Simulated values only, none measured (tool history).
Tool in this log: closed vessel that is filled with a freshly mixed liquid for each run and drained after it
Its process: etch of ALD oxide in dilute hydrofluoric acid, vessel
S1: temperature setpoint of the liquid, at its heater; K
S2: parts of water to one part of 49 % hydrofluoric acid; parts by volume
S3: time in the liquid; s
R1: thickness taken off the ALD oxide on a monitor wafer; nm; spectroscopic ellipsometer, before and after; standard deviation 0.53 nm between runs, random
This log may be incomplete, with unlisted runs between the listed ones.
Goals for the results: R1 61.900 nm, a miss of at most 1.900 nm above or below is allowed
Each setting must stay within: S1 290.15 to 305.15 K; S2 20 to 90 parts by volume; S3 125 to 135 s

run    day      S1  S2   S3       R1
  1  0.000  297.15  50  125   78.537
  2  0.388  297.15  50  135   84.730
  3  0.762  299.15  50  135   90.473
  4  0.946  299.15  50  135   91.812
  5  0.992  296.15  50  135   79.969
  6  1.162  296.15  40  135  103.070
  7  1.388  295.65  40  135  100.320
  8  1.567  295.15  40  135   98.218
  9  1.833  291.15  55  135   58.922
 10  1.933  291.65  55  135   59.705

Which one of the following 4 next-run settings gets every result inside its allowed miss? There is exactly one.
  A  2.033  293.15  50  130   ?
  B  2.033  292.15  50  135   ?
  C  2.033  294.15  50  125   ?
  D  2.033  292.15  55  135   ?

move      R1
   A  68.254
   B  67.921
   C  68.465
   D  61.386
A: the result that was furthest off in the last run now lies on the other side of its target
B: the result that was furthest off in the last run now lies on the other side of its target
C: the result that was furthest off in the last run now lies on the other side of its target
D: all results land within tolerance of their targets
Move D is the one to make.
